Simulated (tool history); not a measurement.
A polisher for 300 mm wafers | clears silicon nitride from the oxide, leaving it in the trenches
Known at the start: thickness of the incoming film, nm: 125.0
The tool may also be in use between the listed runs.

| run | hour | flow of slurry (ml/min) | pressure of the wafer on the pad (psi) | speed of the pad under the wafer (cm/s) | overpolish time after the end point (s) | time until the end point was called (s) |
|---|---|---|---|---|---|---|
| 1 | 0.0 | 160 | 3.1 | 76 | 7 | 155.04 |
| 2 | 3.9 | 145 | 3.1 | 76 | 7 | 163.27 |
| 3 | 5.7 | 130 | 3.1 | 76 | 7 | 169.57 |
| 4 | 13.9 | 130 | 3.1 | 76 | 6 | 168.53 |
| 5 | 22.4 | 125 | 2.7 | 74 | 6 | 195.40 |
| 6 | 24.3 | 125 | 3.4 | 74 | 6 | 155.50 |
| 7 | 29.1 | 125 | 3.0 | 72 | 6 | 182.75 |
| 8 | 34.9 | 125 | 2.7 | 70 | 6 | 199.20 |
| 9 | 44.0 | 120 | 2.4 | 68 | 6 | 242.38 |

Forecast run 10:
| 10 | 46.6 | 120 | 2.3 | 68 | 6 | ? |

Run 10 gave time until the end point was called (s) 244.56.
